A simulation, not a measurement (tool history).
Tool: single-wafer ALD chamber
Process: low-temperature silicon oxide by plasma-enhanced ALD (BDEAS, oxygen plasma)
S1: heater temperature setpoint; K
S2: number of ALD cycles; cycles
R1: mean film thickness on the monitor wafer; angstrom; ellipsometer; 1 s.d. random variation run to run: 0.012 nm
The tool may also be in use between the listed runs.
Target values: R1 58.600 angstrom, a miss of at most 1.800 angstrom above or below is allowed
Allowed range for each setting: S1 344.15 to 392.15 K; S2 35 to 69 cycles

{"run": 1, "hour": 0.0, "S1": 368.15, "S2": 52, "R1": 75.575}
{"run": 2, "hour": 2.8, "S1": 361.15, "S2": 52, "R1": 77.032}
{"run": 3, "hour": 8.3, "S1": 366.15, "S2": 52, "R1": 76.34}
{"run": 4, "hour": 15.6, "S1": 367.15, "S2": 49, "R1": 71.322}
{"run": 5, "hour": 23.8, "S1": 362.15, "S2": 49, "R1": 72.237}
{"run": 6, "hour": 27.3, "S1": 363.15, "S2": 47, "R1": 69.323}
{"run": 7, "hour": 28.0, "S1": 364.15, "S2": 45, "R1": 66.165}
{"run": 8, "hour": 33.7, "S1": 365.15, "S2": 44, "R1": 64.317}

4 next moves are on the table. One of them brings every result within its allowed miss. Which?
{"run": "A", "hour": 39.4, "S1": 369.15, "S2": 50, "R1": "?"}
{"run": "B", "hour": 39.4, "S1": 378.15, "S2": 49, "R1": "?"}
{"run": "C", "hour": 39.4, "S1": 357.15, "S2": 39, "R1": "?"}
{"run": "D", "hour": 39.4, "S1": 366.15, "S2": 38, "R1": "?"}

move=A R1=72.463
move=B R1=69.468
move=C R1=58.705
move=D R1=55.604
A: lands further from the targets than the last run did
B: lands further from the targets than the last run did
C: every result lands within tolerance
D: carries the result that was furthest off beyond its target, to the other side
Answer: C
